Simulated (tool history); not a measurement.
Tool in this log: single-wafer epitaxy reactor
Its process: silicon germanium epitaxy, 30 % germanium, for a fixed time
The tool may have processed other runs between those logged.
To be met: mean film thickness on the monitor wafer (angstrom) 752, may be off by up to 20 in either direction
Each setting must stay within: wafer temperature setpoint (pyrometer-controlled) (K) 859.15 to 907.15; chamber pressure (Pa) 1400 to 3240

run  hour  wafer temperature setpoint (pyrometer-controlled) (K)  chamber pressure (Pa)  mean film thickness on the monitor wafer (angstrom)
  1     0                                                 883.15                   2320                                               628.79
  2   3.9                                                 883.15                   2160                                               610.68
  3   7.6                                                 885.15                   2173                                               630.25
  4  10.4                                                 885.15                   2533                                               678.59
  5    12                                                 881.15                   2533                                               636.47
  6  20.1                                                 881.15                   2826                                               671.72
  7  22.9                                                 882.15                   2826                                               677.83
  8  26.5                                                 883.15                   2826                                               692.06
  9    32                                                 884.15                   2826                                               700.69
 10  37.2                                                 885.15                   2826                                                  715
 11  44.2                                                 886.15                   2826                                               721.72

Pick the move, out of 4, that brings all results within their allowed miss; only one does.
  A  51.2                                                 886.15                   2693                                                    ?
  B  51.2                                                 893.15                   2760                                                    ?
  C  51.2                                                 889.15                   2773                                                    ?
  D  51.2                                                 882.15                   3080                                                    ?

move  mean film thickness on the monitor wafer (angstrom)
   A                                               708.19
   B                                                798.2
   C                                               751.96
   D                                               706.51
A: its largest miss is bigger than the last run's
B: takes the biggest miss from the last run beyond its target
C: hits every target within its allowed miss
D: its largest miss is bigger than the last run's
The move that meets every target is C.
